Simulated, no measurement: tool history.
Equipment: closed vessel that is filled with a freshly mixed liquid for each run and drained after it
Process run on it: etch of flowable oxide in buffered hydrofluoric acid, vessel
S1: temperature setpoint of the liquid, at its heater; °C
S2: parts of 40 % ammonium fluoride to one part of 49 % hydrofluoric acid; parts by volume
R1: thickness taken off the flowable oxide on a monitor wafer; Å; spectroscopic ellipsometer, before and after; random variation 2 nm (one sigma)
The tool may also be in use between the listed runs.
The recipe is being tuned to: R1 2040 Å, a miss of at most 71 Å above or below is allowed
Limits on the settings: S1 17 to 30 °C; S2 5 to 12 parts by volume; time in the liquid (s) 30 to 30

Run 1, hour 0: S1 22 °C, S2 7 parts by volume, time in the liquid (s) 30. Result: R1 1869.9 Å.
Run 2, hour 0.8: S1 22 °C, S2 7 parts by volume, time in the liquid (s) 30. Result: R1 1868.8 Å.
Run 3, hour 3.4: S1 22 °C, S2 8.5 parts by volume, time in the liquid (s) 30. Result: R1 1535.7 Å.
Run 4, hour 7.5: S1 22 °C, S2 8.5 parts by volume, time in the liquid (s) 30. Result: R1 1550.1 Å.
Run 5, hour 10.2: S1 23 °C, S2 8.5 parts by volume, time in the liquid (s) 30. Result: R1 1617.3 Å.
Run 6, hour 18.6: S1 24 °C, S2 8.5 parts by volume, time in the liquid (s) 30. Result: R1 1732 Å.
Run 7, hour 22.6: S1 24.5 °C, S2 8.5 parts by volume, time in the liquid (s) 30. Result: R1 1771.7 Å.
Run 8, hour 27.2: S1 25 °C, S2 8.5 parts by volume, time in the liquid (s) 30. Result: R1 1796.3 Å.
Run 9, hour 30.8: S1 28 °C, S2 8.5 parts by volume, time in the liquid (s) 30. Result: R1 2155.4 Å.

Exercise: of the 4 proposed moves below, exactly one satisfies all targets within the stated allowed misses. Which move is it?
Run A, hour 34.4: S1 28 °C, S2 8 parts by volume, time in the liquid (s) 30. Result: R1 ?.
Run B, hour 34.4: S1 29.5 °C, S2 9 parts by volume, time in the liquid (s) 30. Result: R1 ?.
Run C, hour 34.4: S1 28.5 °C, S2 9 parts by volume, time in the liquid (s) 30. Result: R1 ?.
Run D, hour 34.4: S1 30 °C, S2 9 parts by volume, time in the liquid (s) 30. Result: R1 ?.

move      R1
   A  2299.3
   B  2191.4
   C  2078.8
   D  2249.7
A: moves away from the targets compared with the last run
B: moves away from the targets compared with the last run
C: each result inside its tolerance
D: moves away from the targets compared with the last run
So the answer is move C, the one that meets all the targets.

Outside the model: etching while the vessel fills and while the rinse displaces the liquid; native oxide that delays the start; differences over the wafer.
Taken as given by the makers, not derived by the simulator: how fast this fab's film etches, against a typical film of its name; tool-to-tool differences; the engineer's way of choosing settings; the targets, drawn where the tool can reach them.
